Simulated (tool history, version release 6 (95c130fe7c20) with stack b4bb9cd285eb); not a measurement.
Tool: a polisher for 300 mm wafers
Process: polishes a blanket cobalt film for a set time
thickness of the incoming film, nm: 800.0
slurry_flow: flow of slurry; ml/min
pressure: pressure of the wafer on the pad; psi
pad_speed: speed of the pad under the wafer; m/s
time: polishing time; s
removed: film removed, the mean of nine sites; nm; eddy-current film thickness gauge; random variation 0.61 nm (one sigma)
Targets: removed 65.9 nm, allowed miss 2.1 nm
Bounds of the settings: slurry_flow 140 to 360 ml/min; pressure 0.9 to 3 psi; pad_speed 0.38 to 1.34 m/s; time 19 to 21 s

| run | day | slurry_flow | pressure | pad_speed | time | removed |
|---|---|---|---|---|---|---|
| 1 | 0 | 230 | 1.9 | 0.86 | 21 | 81.772 |
| 2 | 0.062 | 230 | 1.8 | 0.86 | 21 | 78.231 |
| 3 | 0.258 | 230 | 1.8 | 0.86 | 21 | 77.359 |
| 4 | 0.35 | 230 | 1.7 | 0.86 | 21 | 73.864 |
| 5 | 0.717 | 230 | 2.2 | 0.86 | 21 | 95.388 |
| 6 | 1.062 | 185 | 2.2 | 0.86 | 21 | 93.566 |
| 7 | 1.154 | 185 | 2 | 0.86 | 21 | 83.468 |
| 8 | 1.408 | 180 | 1.9 | 0.86 | 21 | 80.539 |
| 9 | 1.446 | 180 | 1.8 | 0.86 | 21 | 77.046 |
| 10 | 1.579 | 175 | 1.4 | 0.86 | 21 | 60.196 |
| 11 | 1.95 | 180 | 1.4 | 0.86 | 21 | 60.01 |
| 12 | 2.062 | 185 | 1.4 | 0.86 | 21 | 60.348 |
| 13 | 2.171 | 190 | 1.4 | 0.86 | 21 | 60.529 |
| 14 | 2.483 | 190 | 1.4 | 0.86 | 21 | 60.455 |
| 15 | 2.567 | 195 | 1.4 | 0.86 | 21 | 60.512 |
| 16 | 2.65 | 205 | 1.6 | 0.86 | 21 | 70 |
| 17 | 2.788 | 200 | 1.6 | 0.86 | 21 | 69.094 |
| 18 | 2.904 | 195 | 1.6 | 0.86 | 21 | 69.113 |

4 next moves are on the table. One of them brings every result within its allowed miss. Which?
| A | 3.021 | 230 | 1.9 | 0.76 | 21 | ? |
| B | 3.021 | 185 | 1.8 | 0.88 | 19 | ? |
| C | 3.021 | 215 | 1.6 | 0.86 | 20 | ? |
| D | 3.021 | 155 | 1.8 | 0.82 | 21 | ? |

| move | removed |
|---|---|
| A | 73.537 |
| B | 71.541 |
| C | 66.503 |
| D | 72.787 |
A: further off than the last run
B: further off than the last run
C: meets every target
D: further off than the last run
Answer: C

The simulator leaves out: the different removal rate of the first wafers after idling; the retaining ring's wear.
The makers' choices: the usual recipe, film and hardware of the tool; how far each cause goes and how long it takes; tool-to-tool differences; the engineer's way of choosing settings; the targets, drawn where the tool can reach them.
